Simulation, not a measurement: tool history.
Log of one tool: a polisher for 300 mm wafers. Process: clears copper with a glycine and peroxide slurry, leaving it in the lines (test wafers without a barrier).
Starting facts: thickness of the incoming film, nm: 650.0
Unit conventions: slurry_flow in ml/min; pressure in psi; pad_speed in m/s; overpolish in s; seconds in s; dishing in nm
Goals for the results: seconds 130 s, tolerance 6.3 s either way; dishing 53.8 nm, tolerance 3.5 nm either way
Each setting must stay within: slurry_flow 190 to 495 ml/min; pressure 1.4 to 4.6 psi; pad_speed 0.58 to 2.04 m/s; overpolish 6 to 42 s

Run 1, hour 0: slurry_flow 320 ml/min, pressure 3 psi, pad_speed 1.3 m/s, overpolish 21 s. Result: seconds 81.942 s, dishing 93.216 nm.
Run 2, hour 2.2: slurry_flow 320 ml/min, pressure 3 psi, pad_speed 1.12 m/s, overpolish 21 s. Result: seconds 92.099 s, dishing 87.676 nm.
Run 3, hour 7.5: slurry_flow 320 ml/min, pressure 3 psi, pad_speed 1.3 m/s, overpolish 21 s. Result: seconds 81.258 s, dishing 97.867 nm.
Run 4, hour 12.4: slurry_flow 320 ml/min, pressure 3 psi, pad_speed 1.3 m/s, overpolish 27 s. Result: seconds 82.586 s, dishing 106.63 nm.
Run 5, hour 21.1: slurry_flow 320 ml/min, pressure 3.3 psi, pad_speed 1.3 m/s, overpolish 27 s. Result: seconds 77.386 s, dishing 118.36 nm.
Run 6, hour 29.3: slurry_flow 400 ml/min, pressure 3.3 psi, pad_speed 1.3 m/s, overpolish 27 s. Result: seconds 74.269 s, dishing 116.82 nm.
Run 7, hour 37.3: slurry_flow 400 ml/min, pressure 3.1 psi, pad_speed 1.28 m/s, overpolish 26 s. Result: seconds 80.41 s, dishing 109.22 nm.
Run 8, hour 41.9: slurry_flow 400 ml/min, pressure 2.9 psi, pad_speed 1.26 m/s, overpolish 24 s. Result: seconds 86.031 s, dishing 99.378 nm.
Run 9, hour 48.7: slurry_flow 400 ml/min, pressure 2.7 psi, pad_speed 1.24 m/s, overpolish 22 s. Result: seconds 91.233 s, dishing 89.154 nm.
Run 10, hour 56.3: slurry_flow 400 ml/min, pressure 2.6 psi, pad_speed 1.24 m/s, overpolish 21 s. Result: seconds 94.319 s, dishing 81.42 nm.
Run 11, hour 64.3: slurry_flow 400 ml/min, pressure 2.5 psi, pad_speed 1.24 m/s, overpolish 21 s. Result: seconds 95.817 s, dishing 83.145 nm.
Run 12, hour 68.3: slurry_flow 400 ml/min, pressure 2.4 psi, pad_speed 1.22 m/s, overpolish 20 s. Result: seconds 99.828 s, dishing 76.669 nm.
At hour 74.5: head pressure recalibrated.
Run 13, hour 74.5: slurry_flow 400 ml/min, pressure 2.3 psi, pad_speed 1.22 m/s, overpolish 19 s. Result: seconds 96.009 s, dishing 76.264 nm.
Run 14, hour 82.8: slurry_flow 400 ml/min, pressure 2.2 psi, pad_speed 1.18 m/s, overpolish 19 s. Result: seconds 102.43 s, dishing 73.935 nm.
Run 15, hour 87.4: slurry_flow 400 ml/min, pressure 2.1 psi, pad_speed 1.16 m/s, overpolish 18 s. Result: seconds 107.13 s, dishing 69.784 nm.
Run 16, hour 93.4: slurry_flow 400 ml/min, pressure 1.4 psi, pad_speed 1.14 m/s, overpolish 14 s. Result: seconds 137.33 s, dishing 43.352 nm.

Consider the 4 candidate settings below. Which is the only one whose results all fall within their allowed miss of target?
Run A, hour 99.4: slurry_flow 330 ml/min, pressure 2.1 psi, pad_speed 0.9 m/s, overpolish 16 s. Result: seconds ?, dishing ?.
Run B, hour 99.4: slurry_flow 360 ml/min, pressure 1.4 psi, pad_speed 1 m/s, overpolish 17 s. Result: seconds ?, dishing ?.
Run C, hour 99.4: slurry_flow 410 ml/min, pressure 1.5 psi, pad_speed 1.02 m/s, overpolish 22 s. Result: seconds ?, dishing ?.
Run D, hour 99.4: slurry_flow 255 ml/min, pressure 1.4 psi, pad_speed 1.2 m/s, overpolish 19 s. Result: seconds ?, dishing ?.

move  seconds  dishing
   A   129.65   55.206
   B   154.12   49.503
   C   144.76   64.512
   D    141.5   57.898
A: in spec on every target
B: misses by more than the last run did
C: pushes the last run's worst result past its target
D: pushes the last run's worst result past its target
So the answer is move A, the one that meets all the targets.

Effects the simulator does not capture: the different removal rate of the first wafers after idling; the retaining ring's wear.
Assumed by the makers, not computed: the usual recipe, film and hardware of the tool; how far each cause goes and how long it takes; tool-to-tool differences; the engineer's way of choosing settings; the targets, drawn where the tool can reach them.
